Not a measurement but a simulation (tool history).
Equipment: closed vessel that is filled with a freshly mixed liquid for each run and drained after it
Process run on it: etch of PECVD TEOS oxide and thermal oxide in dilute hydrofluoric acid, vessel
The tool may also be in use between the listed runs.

| run | hour | temperature setpoint of the liquid (C) | parts of water to one part of 49 % hydrofluoric acid (parts by volume) | time in the liquid (s) | thickness taken off the PECVD TEOS oxide on a monitor wafer (angstrom) | thickness taken off the thermal oxide on a monitor wafer (angstrom) |
|---|---|---|---|---|---|---|
| 1 | 0.0 | 24.0 | 85 | 60 | 145.72 | 32.243 |
| 2 | 6.8 | 23.0 | 85 | 60 | 141.21 | 30.564 |
| 3 | 12.8 | 23.0 | 85 | 70 | 162.88 | 35.359 |
| 4 | 17.4 | 22.5 | 90 | 70 | 150.21 | 33.460 |
| 5 | 24.2 | 22.0 | 90 | 70 | 147.88 | 32.422 |
| 6 | 30.6 | 21.5 | 90 | 70 | 144.67 | 31.713 |
| 7 | 37.9 | 21.0 | 90 | 70 | 140.04 | 31.254 |

Forecast run 8:
| 8 | 39.2 | 20.5 | 95 | 70 | ? | ? |

{"run 8": {"thickness taken off the PECVD TEOS oxide on a monitor wafer (angstrom)": 131.73, "thickness taken off the thermal oxide on a monitor wafer (angstrom)": 28.82}}
